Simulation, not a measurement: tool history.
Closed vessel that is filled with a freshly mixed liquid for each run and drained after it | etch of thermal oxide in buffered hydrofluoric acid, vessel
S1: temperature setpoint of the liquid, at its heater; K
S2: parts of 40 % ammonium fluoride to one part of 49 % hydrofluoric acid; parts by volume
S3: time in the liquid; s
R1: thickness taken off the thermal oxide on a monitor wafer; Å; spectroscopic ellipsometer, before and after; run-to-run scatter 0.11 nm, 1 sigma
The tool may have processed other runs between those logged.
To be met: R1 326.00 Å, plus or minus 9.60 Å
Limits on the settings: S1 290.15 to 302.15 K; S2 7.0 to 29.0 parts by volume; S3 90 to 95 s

run 1 hour=0.0 | S1=294.15 S2=18.0 S3=90 | R1=513.65
run 2 hour=1.9 | S1=293.65 S2=18.5 S3=90 | R1=484.90
run 3 hour=6.5 | S1=293.65 S2=18.5 S3=95 | R1=512.18
run 4 hour=10.0 | S1=292.15 S2=18.5 S3=95 | R1=469.90
run 5 hour=10.6 | S1=292.15 S2=19.0 S3=95 | R1=462.22
run 6 hour=12.8 | S1=292.15 S2=19.5 S3=95 | R1=449.16
run 7 hour=17.7 | S1=292.15 S2=20.0 S3=95 | R1=435.57
run 8 hour=22.5 | S1=292.15 S2=20.5 S3=95 | R1=432.47
run 9 hour=28.0 | S1=292.15 S2=21.0 S3=95 | R1=420.29
run 10 hour=31.6 | S1=292.15 S2=21.5 S3=95 | R1=416.90
run 11 hour=34.1 | S1=292.15 S2=22.0 S3=95 | R1=407.66
run 12 hour=36.7 | S1=290.15 S2=24.5 S3=95 | R1=338.58

Of the 4 settings listed for the next run, only one would bring every result within its allowed miss of target. Which one?
run A hour=39.3 | S1=290.15 S2=23.0 S3=95 | R1=?
run B hour=39.3 | S1=293.15 S2=28.0 S3=90 | R1=?
run C hour=39.3 | S1=291.65 S2=29.0 S3=95 | R1=?
run D hour=39.3 | S1=290.15 S2=22.0 S3=90 | R1=?

move=A R1=352.02
move=B R1=345.14
move=C R1=326.62
move=D R1=343.91
A: misses by more than the last run did
B: misses by more than the last run did
C: meets every target
D: misses by more than the last run did
Correct choice: C, which meets every target

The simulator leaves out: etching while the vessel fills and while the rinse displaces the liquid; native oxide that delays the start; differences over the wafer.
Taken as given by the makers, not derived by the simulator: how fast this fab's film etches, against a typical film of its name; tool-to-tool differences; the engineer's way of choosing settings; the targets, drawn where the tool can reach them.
